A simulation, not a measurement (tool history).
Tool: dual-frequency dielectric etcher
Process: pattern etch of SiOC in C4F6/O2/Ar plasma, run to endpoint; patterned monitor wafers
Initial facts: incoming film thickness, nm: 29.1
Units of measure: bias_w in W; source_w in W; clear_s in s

run	hour	bias_w	source_w	clear_s
1	0.0	628	300	10.2930
2	4.8	585	300	10.5490
3	6.8	621	310	10.2850
4	8.3	653	320	9.9138
5	11.0	673	320	9.8513
6	17.1	692	320	9.7759
7	20.7	709	320	9.6329
8	25.0	722	320	9.5521

Run 9 is up next; what results do you expect?
9	29.1	733	320	?

clear_s: 9.5288 s
